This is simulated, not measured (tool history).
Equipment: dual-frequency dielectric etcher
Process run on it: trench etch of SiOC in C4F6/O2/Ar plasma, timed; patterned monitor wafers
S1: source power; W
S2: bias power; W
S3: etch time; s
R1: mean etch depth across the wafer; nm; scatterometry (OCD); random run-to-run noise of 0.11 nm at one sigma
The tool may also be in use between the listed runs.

run  hour   S1   S2  S3      R1
  1     0  270  187  19  34.583
  2   3.1  270  187  19   34.54
  3  10.2  270  187  20   36.49
  4  16.6  240  187  20    34.5
  5  24.8  240  187  20  34.453
  6  30.2  250  188  20  35.194

Expected results for the next run?
  7  31.8  260  189  20   ?

Run 7 came out at R1 35.95 nm.

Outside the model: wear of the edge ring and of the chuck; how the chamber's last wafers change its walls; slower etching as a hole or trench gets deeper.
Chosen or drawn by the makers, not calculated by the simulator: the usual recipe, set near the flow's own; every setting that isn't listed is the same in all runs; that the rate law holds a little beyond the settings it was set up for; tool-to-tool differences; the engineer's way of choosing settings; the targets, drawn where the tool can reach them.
